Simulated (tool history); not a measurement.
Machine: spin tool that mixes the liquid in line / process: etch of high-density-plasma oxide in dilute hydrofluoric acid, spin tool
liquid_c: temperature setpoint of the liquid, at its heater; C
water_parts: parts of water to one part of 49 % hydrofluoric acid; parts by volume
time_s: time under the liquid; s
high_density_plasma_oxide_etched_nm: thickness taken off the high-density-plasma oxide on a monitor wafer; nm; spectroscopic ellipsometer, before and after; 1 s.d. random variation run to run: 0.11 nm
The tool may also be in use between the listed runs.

| run | hour | liquid_c | water_parts | time_s | high_density_plasma_oxide_etched_nm |
|---|---|---|---|---|---|
| 1 | 0 | 21 | 45 | 65 | 8.4724 |
| 2 | 0.9 | 21 | 45 | 50 | 6.4303 |
| 3 | 3 | 21 | 45 | 50 | 6.4678 |
| 4 | 11.2 | 22.5 | 45 | 50 | 6.9455 |
| 5 | 16.2 | 23.5 | 40 | 50 | 8.1038 |
| 6 | 21.9 | 23.5 | 50 | 50 | 6.4625 |
| 7 | 27.7 | 24.5 | 45 | 50 | 7.5188 |
| 8 | 34.4 | 25 | 45 | 50 | 7.629 |
| 9 | 36.9 | 25.5 | 45 | 50 | 7.6539 |
| 10 | 39.6 | 26 | 40 | 50 | 9.0121 |
| 11 | 47.2 | 26 | 40 | 50 | 8.8916 |
| 12 | 52.5 | 26.5 | 40 | 50 | 9.2422 |
| 13 | 61.2 | 27 | 40 | 50 | 9.1372 |
| 14 | 62.4 | 27.5 | 40 | 50 | 9.6114 |
| 15 | 66 | 28 | 40 | 50 | 9.8587 |

Run 16 has not been measured yet. What should we expect?
| 16 | 67 | 28.5 | 40 | 50 | ? |

high_density_plasma_oxide_etched_nm: 9.9326 nm

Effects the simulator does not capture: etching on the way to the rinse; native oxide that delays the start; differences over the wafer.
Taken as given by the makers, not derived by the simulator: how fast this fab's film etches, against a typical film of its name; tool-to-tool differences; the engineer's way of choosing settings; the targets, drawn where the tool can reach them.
